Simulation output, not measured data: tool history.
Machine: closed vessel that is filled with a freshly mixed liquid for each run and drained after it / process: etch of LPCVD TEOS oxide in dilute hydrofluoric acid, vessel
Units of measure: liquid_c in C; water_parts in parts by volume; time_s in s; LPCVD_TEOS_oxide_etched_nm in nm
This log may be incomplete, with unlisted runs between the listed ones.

Run 1, hour 0: liquid_c 20 C, water_parts 150 parts by volume, time_s 30 s. Result: LPCVD_TEOS_oxide_etched_nm 9.9511 nm.
Run 2, hour 4.3: liquid_c 23 C, water_parts 150 parts by volume, time_s 30 s. Result: LPCVD_TEOS_oxide_etched_nm 11.204 nm.
Run 3, hour 12.9: liquid_c 23 C, water_parts 150 parts by volume, time_s 30 s. Result: LPCVD_TEOS_oxide_etched_nm 11.195 nm.
Run 4, hour 15.7: liquid_c 21.5 C, water_parts 150 parts by volume, time_s 30 s. Result: LPCVD_TEOS_oxide_etched_nm 10.615 nm.
Run 5, hour 18.8: liquid_c 20.5 C, water_parts 150 parts by volume, time_s 30 s. Result: LPCVD_TEOS_oxide_etched_nm 10.136 nm.
Run 6, hour 22.6: liquid_c 22 C, water_parts 150 parts by volume, time_s 30 s. Result: LPCVD_TEOS_oxide_etched_nm 10.885 nm.
Run 7, hour 27: liquid_c 20.5 C, water_parts 150 parts by volume, time_s 30 s. Result: LPCVD_TEOS_oxide_etched_nm 10.314 nm.
Run 8, hour 35.7: liquid_c 19.5 C, water_parts 150 parts by volume, time_s 30 s. Result: LPCVD_TEOS_oxide_etched_nm 9.7248 nm.

What will run 9 give?
Run 9, hour 37.4: liquid_c 19 C, water_parts 150 parts by volume, time_s 30 s. Result: LPCVD_TEOS_oxide_etched_nm ?.

LPCVD_TEOS_oxide_etched_nm: 9.6775 nm
